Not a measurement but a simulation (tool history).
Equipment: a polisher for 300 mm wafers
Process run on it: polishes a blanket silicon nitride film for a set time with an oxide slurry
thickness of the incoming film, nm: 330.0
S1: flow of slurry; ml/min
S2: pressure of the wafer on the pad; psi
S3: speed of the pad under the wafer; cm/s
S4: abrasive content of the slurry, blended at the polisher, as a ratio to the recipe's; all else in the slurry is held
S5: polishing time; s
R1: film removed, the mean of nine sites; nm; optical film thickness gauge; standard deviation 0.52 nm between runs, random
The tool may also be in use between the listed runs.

| run | hour | S1 | S2 | S3 | S4 | S5 | R1 |
|---|---|---|---|---|---|---|---|
| 1 | 0 | 290 | 4.5 | 104 | 1 | 113 | 90.009 |
| 2 | 6.7 | 345 | 4.5 | 104 | 1 | 113 | 91.487 |
| 3 | 13.5 | 345 | 4.4 | 104 | 1 | 113 | 89.749 |
| 4 | 22.5 | 345 | 4.4 | 104 | 1.15 | 113 | 96.405 |
| 5 | 25.2 | 345 | 4.3 | 104 | 1.15 | 113 | 93.781 |
| 6 | 33.1 | 310 | 4.3 | 104 | 1.15 | 113 | 93.01 |
| 7 | 34.3 | 310 | 4.2 | 104 | 1.15 | 113 | 90.745 |
| 8 | 36.8 | 310 | 4.1 | 104 | 1.15 | 113 | 90.187 |
| 9 | 37.5 | 310 | 4.1 | 104 | 1.15 | 113 | 89.094 |
| 10 | 39.6 | 310 | 4.1 | 104 | 1.15 | 113 | 89.193 |

Run 11 has not been measured yet. What should we expect?
| 11 | 45.1 | 310 | 4 | 104 | 1.15 | 113 | ? |

Run 11 gave R1 88.157 nm.
